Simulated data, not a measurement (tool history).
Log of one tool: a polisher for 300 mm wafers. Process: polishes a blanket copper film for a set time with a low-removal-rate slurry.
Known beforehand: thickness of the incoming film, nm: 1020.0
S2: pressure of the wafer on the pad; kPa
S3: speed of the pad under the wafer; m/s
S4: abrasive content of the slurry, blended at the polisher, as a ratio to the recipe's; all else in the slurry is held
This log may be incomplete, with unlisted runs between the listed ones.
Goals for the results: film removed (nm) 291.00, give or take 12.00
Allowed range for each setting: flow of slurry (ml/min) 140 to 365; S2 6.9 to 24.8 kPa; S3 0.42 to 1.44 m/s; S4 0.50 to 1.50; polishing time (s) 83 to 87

{"run": 1, "hour": 0.0, "flow of slurry (ml/min)": 235, "S2": 15.9, "S3": 0.92, "S4": 1.0, "polishing time (s)": 83, "film removed (nm)": 180.1}
{"run": 2, "hour": 2.3, "flow of slurry (ml/min)": 235, "S2": 17.2, "S3": 0.92, "S4": 1.0, "polishing time (s)": 83, "film removed (nm)": 192.97}
{"run": 3, "hour": 6.8, "flow of slurry (ml/min)": 235, "S2": 17.2, "S3": 1.08, "S4": 1.0, "polishing time (s)": 83, "film removed (nm)": 228.86}
{"run": 4, "hour": 14.0, "flow of slurry (ml/min)": 235, "S2": 17.2, "S3": 1.08, "S4": 1.0, "polishing time (s)": 87, "film removed (nm)": 236.03}
{"run": 5, "hour": 14.9, "flow of slurry (ml/min)": 235, "S2": 13.8, "S3": 1.08, "S4": 1.0, "polishing time (s)": 87, "film removed (nm)": 194.95}
{"run": 6, "hour": 17.0, "flow of slurry (ml/min)": 235, "S2": 14.5, "S3": 1.08, "S4": 1.0, "polishing time (s)": 87, "film removed (nm)": 202.96}
{"run": 7, "hour": 21.8, "flow of slurry (ml/min)": 235, "S2": 15.2, "S3": 1.08, "S4": 1.0, "polishing time (s)": 87, "film removed (nm)": 211.75}
{"run": 8, "hour": 30.3, "flow of slurry (ml/min)": 235, "S2": 15.9, "S3": 1.08, "S4": 1.0, "polishing time (s)": 87, "film removed (nm)": 223.52}
{"run": 9, "hour": 34.1, "flow of slurry (ml/min)": 235, "S2": 16.5, "S3": 1.08, "S4": 1.0, "polishing time (s)": 87, "film removed (nm)": 228.24}
{"run": 10, "hour": 36.1, "flow of slurry (ml/min)": 235, "S2": 17.2, "S3": 1.08, "S4": 1.0, "polishing time (s)": 87, "film removed (nm)": 238.07}
{"run": 11, "hour": 44.6, "flow of slurry (ml/min)": 235, "S2": 17.9, "S3": 1.08, "S4": 1.0, "polishing time (s)": 87, "film removed (nm)": 248.71}
{"run": 12, "hour": 45.6, "flow of slurry (ml/min)": 235, "S2": 18.6, "S3": 1.08, "S4": 1.0, "polishing time (s)": 87, "film removed (nm)": 253.81}
{"run": 13, "hour": 53.8, "flow of slurry (ml/min)": 235, "S2": 19.3, "S3": 1.08, "S4": 1.0, "polishing time (s)": 87, "film removed (nm)": 266.93}
{"run": 14, "hour": 56.4, "flow of slurry (ml/min)": 235, "S2": 20.0, "S3": 1.08, "S4": 1.0, "polishing time (s)": 87, "film removed (nm)": 276.69}

Which of these 4 next moves meets every target?
{"run": "A", "hour": 59.0, "flow of slurry (ml/min)": 230, "S2": 21.4, "S3": 1.14, "S4": 1.15, "polishing time (s)": 87, "film removed (nm)": "?"}
{"run": "B", "hour": 59.0, "flow of slurry (ml/min)": 250, "S2": 24.8, "S3": 0.88, "S4": 1.1, "polishing time (s)": 87, "film removed (nm)": "?"}
{"run": "C", "hour": 59.0, "flow of slurry (ml/min)": 230, "S2": 19.3, "S3": 1.1, "S4": 1.0, "polishing time (s)": 83, "film removed (nm)": "?"}
{"run": "D", "hour": 59.0, "flow of slurry (ml/min)": 205, "S2": 17.9, "S3": 1.18, "S4": 1.1, "polishing time (s)": 83, "film removed (nm)": "?"}

move=A film_removed_(nm)=316.06
move=B film_removed_(nm)=285.13
move=C film_removed_(nm)=257.32
move=D film_removed_(nm)=256.56
A: takes the result that was furthest off past its target
B: meets every target
C: lands further from the targets than the last run did
D: lands further from the targets than the last run did
Answer: B
